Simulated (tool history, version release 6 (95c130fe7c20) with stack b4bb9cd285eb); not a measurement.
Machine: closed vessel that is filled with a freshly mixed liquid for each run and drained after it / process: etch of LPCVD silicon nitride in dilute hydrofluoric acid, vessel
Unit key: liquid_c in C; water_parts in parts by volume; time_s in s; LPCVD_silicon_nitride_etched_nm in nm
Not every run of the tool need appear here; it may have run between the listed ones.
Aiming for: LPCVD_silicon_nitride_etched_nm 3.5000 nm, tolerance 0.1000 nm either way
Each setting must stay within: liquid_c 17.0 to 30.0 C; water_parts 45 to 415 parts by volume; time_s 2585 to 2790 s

run	hour	liquid_c	water_parts	time_s	LPCVD_silicon_nitride_etched_nm
1	0.0	22.0	230	2585	4.5324
2	3.9	22.0	230	2790	4.8633
3	9.1	20.5	230	2790	4.4434
4	17.1	20.5	190	2790	5.3361
5	24.5	23.5	190	2790	6.6073
6	26.9	23.5	190	2790	6.4889
7	34.6	21.5	205	2790	5.3012
# hour 41.6: thermometer replaced
8	41.6	20.0	215	2790	4.3474
9	47.2	19.0	215	2790	4.0852
10	54.2	18.5	215	2790	3.9475
11	59.5	18.0	215	2790	3.8136
12	61.5	17.5	215	2790	3.6069

Next run, 4 choices. One meets every target within its allowed miss, the rest don't. Which?
A	63.5	17.0	215	2790	?
B	63.5	18.0	200	2655	?
C	63.5	19.5	230	2690	?
D	63.5	18.0	200	2660	?

move	LPCVD_silicon_nitride_etched_nm
A	3.5770
B	3.9013
C	3.8139
D	3.9087
A: all results land within tolerance of their targets
B: the biggest miss grows against the last run
C: the biggest miss grows against the last run
D: the biggest miss grows against the last run
A is the move that brings every result within its allowed miss.
